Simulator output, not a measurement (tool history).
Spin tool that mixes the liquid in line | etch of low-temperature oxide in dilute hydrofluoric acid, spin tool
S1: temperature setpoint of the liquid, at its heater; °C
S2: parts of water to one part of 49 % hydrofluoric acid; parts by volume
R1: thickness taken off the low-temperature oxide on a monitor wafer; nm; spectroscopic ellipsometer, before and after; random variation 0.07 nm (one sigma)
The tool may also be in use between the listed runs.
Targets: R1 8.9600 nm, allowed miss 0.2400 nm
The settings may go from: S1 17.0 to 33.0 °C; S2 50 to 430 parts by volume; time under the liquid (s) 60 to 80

Run 1, hour 0.0: S1 25.0 °C, S2 240 parts by volume, time under the liquid (s) 80. Result: R1 4.5938 nm.
Run 2, hour 1.0: S1 25.0 °C, S2 240 parts by volume, time under the liquid (s) 60. Result: R1 3.4167 nm.
Run 3, hour 6.2: S1 25.0 °C, S2 160 parts by volume, time under the liquid (s) 60. Result: R1 5.6046 nm.
Run 4, hour 13.7: S1 26.5 °C, S2 150 parts by volume, time under the liquid (s) 60. Result: R1 6.3294 nm.
Run 5, hour 20.8: S1 28.0 °C, S2 145 parts by volume, time under the liquid (s) 60. Result: R1 6.9381 nm.
Run 6, hour 27.3: S1 28.0 °C, S2 145 parts by volume, time under the liquid (s) 60. Result: R1 6.9743 nm.
Run 7, hour 31.1: S1 29.0 °C, S2 145 parts by volume, time under the liquid (s) 60. Result: R1 7.2003 nm.
Run 8, hour 32.7: S1 30.0 °C, S2 140 parts by volume, time under the liquid (s) 60. Result: R1 7.8671 nm.
Run 9, hour 37.3: S1 30.5 °C, S2 140 parts by volume, time under the liquid (s) 60. Result: R1 8.0334 nm.
Run 10, hour 38.1: S1 31.0 °C, S2 140 parts by volume, time under the liquid (s) 60. Result: R1 8.1459 nm.
Run 11, hour 44.6: S1 31.5 °C, S2 140 parts by volume, time under the liquid (s) 60. Result: R1 8.3773 nm.
Run 12, hour 53.3: S1 32.0 °C, S2 140 parts by volume, time under the liquid (s) 60. Result: R1 8.4748 nm.
Run 13, hour 55.4: S1 32.5 °C, S2 140 parts by volume, time under the liquid (s) 60. Result: R1 8.6248 nm.

Which of these 5 next moves meets every target?
Run A, hour 57.5: S1 32.5 °C, S2 145 parts by volume, time under the liquid (s) 60. Result: R1 ?.
Run B, hour 57.5: S1 33.0 °C, S2 175 parts by volume, time under the liquid (s) 80. Result: R1 ?.
Run C, hour 57.5: S1 32.0 °C, S2 140 parts by volume, time under the liquid (s) 60. Result: R1 ?.
Run D, hour 57.5: S1 33.0 °C, S2 145 parts by volume, time under the liquid (s) 60. Result: R1 ?.
Run E, hour 57.5: S1 29.0 °C, S2 130 parts by volume, time under the liquid (s) 60. Result: R1 ?.

move      R1
   A  8.2576
   B  8.9075
   C  8.4614
   D  8.4037
   E  8.2857
A: further off than the last run
B: meets every target
C: further off than the last run
D: further off than the last run
E: further off than the last run
The right move is B.
